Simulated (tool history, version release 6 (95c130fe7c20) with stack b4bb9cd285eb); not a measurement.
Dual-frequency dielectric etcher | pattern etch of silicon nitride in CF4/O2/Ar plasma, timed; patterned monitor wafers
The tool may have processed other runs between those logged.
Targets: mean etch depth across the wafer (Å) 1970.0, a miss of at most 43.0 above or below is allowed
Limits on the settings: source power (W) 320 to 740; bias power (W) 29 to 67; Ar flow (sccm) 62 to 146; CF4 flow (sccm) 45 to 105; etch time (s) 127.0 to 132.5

| run | day | source power (W) | bias power (W) | Ar flow (sccm) | CF4 flow (sccm) | etch time (s) | mean etch depth across the wafer (Å) |
|---|---|---|---|---|---|---|---|
| 1 | 0.000 | 530 | 48 | 104 | 75 | 127.0 | 2200.3 |
| 2 | 0.038 | 530 | 48 | 104 | 75 | 132.5 | 2331.0 |
| 3 | 0.412 | 510 | 48 | 104 | 75 | 132.5 | 2217.2 |
| 4 | 0.479 | 500 | 48 | 104 | 75 | 132.5 | 2216.4 |
| 5 | 0.725 | 500 | 42 | 104 | 75 | 132.5 | 2053.6 |
| 6 | 0.800 | 500 | 35 | 104 | 75 | 132.5 | 1865.6 |
| 7 | 0.879 | 510 | 35 | 104 | 75 | 132.5 | 1896.3 |
| 8 | 0.996 | 520 | 35 | 104 | 75 | 132.5 | 1901.8 |

4 candidate next runs follow, results not yet known. Just one meets every target within its allowed miss. Identify it.
| A | 1.112 | 540 | 30 | 108 | 85 | 132.5 | ? |
| B | 1.112 | 510 | 34 | 88 | 73 | 131.5 | ? |
| C | 1.112 | 520 | 32 | 94 | 76 | 132.5 | ? |
| D | 1.112 | 540 | 35 | 90 | 79 | 129.0 | ? |

| move | mean etch depth across the wafer (Å) |
|---|---|
| A | 1831.5 |
| B | 1867.1 |
| C | 1842.1 |
| D | 1966.1 |
A: further off than the last run
B: further off than the last run
C: further off than the last run
D: hits every target within its allowed miss
D meets every target.
